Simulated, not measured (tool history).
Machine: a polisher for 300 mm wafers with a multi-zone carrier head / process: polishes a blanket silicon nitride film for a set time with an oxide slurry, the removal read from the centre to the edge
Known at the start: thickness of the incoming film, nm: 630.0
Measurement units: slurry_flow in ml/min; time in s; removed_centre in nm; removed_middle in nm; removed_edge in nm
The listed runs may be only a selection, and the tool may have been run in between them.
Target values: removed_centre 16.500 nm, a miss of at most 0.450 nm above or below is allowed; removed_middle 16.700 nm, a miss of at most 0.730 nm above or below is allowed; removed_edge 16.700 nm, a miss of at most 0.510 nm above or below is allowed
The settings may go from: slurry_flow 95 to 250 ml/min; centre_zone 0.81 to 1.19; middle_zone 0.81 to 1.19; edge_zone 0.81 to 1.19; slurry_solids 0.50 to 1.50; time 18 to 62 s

| run | day | slurry_flow | centre_zone | middle_zone | edge_zone | slurry_solids | time | removed_centre | removed_middle | removed_edge |
|---|---|---|---|---|---|---|---|---|---|---|
| 1 | 0.000 | 160 | 1.00 | 1.00 | 1.00 | 1.00 | 40 | 28.923 | 29.195 | 29.561 |
| 2 | 0.346 | 155 | 0.99 | 0.99 | 0.97 | 0.90 | 38 | 25.838 | 25.100 | 26.634 |
| 3 | 0.671 | 160 | 0.99 | 1.02 | 0.95 | 0.80 | 36 | 23.089 | 22.995 | 23.471 |
| 4 | 0.804 | 160 | 0.99 | 1.08 | 0.95 | 0.80 | 36 | 23.266 | 24.526 | 23.531 |
| 5 | 0.892 | 160 | 0.98 | 1.07 | 0.93 | 0.75 | 35 | 22.012 | 22.599 | 21.547 |
| 6 | 1.096 | 155 | 0.95 | 1.06 | 0.91 | 0.70 | 35 | 19.935 | 21.727 | 20.500 |
| 7 | 1.333 | 155 | 0.95 | 1.04 | 0.89 | 0.65 | 35 | 19.339 | 20.646 | 19.686 |
| 8 | 1.521 | 150 | 0.95 | 1.02 | 0.88 | 0.60 | 35 | 18.588 | 19.167 | 18.320 |
| 9 | 1.704 | 140 | 0.94 | 1.01 | 0.88 | 0.60 | 35 | 18.103 | 18.425 | 18.249 |
| 10 | 1.988 | 135 | 0.94 | 1.01 | 0.87 | 0.60 | 35 | 17.912 | 18.655 | 18.631 |
| 11 | 2.104 | 140 | 0.93 | 1.00 | 0.86 | 0.60 | 35 | 17.660 | 19.332 | 18.436 |
| 12 | 2.467 | 135 | 0.93 | 0.99 | 0.86 | 0.60 | 35 | 17.899 | 18.812 | 18.560 |
| 13 | 2.821 | 135 | 0.93 | 0.98 | 0.86 | 0.60 | 35 | 17.849 | 18.365 | 18.363 |
| 14 | 2.921 | 135 | 0.93 | 0.98 | 0.85 | 0.60 | 35 | 17.998 | 18.798 | 18.521 |
| 15 | 3.167 | 130 | 0.93 | 0.98 | 0.85 | 0.60 | 35 | 17.743 | 18.300 | 18.449 |
| 16 | 3.412 | 115 | 0.95 | 0.98 | 0.81 | 0.50 | 34 | 15.331 | 15.778 | 15.693 |
| 17 | 3.721 | 120 | 0.95 | 0.98 | 0.82 | 0.50 | 34 | 15.455 | 15.655 | 15.717 |
| 18 | 3.992 | 160 | 0.95 | 1.02 | 0.88 | 0.55 | 34 | 17.091 | 18.024 | 17.524 |

Pick the move, out of 5, that brings all results within their allowed miss; only one does.
| A | 4.262 | 180 | 1.03 | 1.09 | 1.05 | 0.55 | 30 | ? | ? | ? |
| B | 4.262 | 140 | 0.95 | 0.94 | 1.08 | 0.60 | 32 | ? | ? | ? |
| C | 4.262 | 170 | 0.85 | 1.02 | 0.86 | 0.65 | 32 | ? | ? | ? |
| D | 4.262 | 225 | 0.95 | 1.08 | 0.81 | 0.65 | 29 | ? | ? | ? |
| E | 4.262 | 170 | 0.90 | 0.91 | 0.94 | 0.50 | 37 | ? | ? | ? |

| move | removed_centre | removed_middle | removed_edge |
|---|---|---|---|
| A | 16.665 | 16.800 | 16.874 |
| B | 16.693 | 16.187 | 18.859 |
| C | 15.985 | 18.529 | 17.948 |
| D | 16.743 | 18.132 | 16.163 |
| E | 16.814 | 16.725 | 18.606 |
A: in spec on every target
B: puts the biggest miss on target and leaves a different result outside tolerance
C: the biggest miss grows against the last run
D: the biggest miss grows against the last run
E: puts the biggest miss on target and leaves a different result outside tolerance
Go with A: it meets all targets.
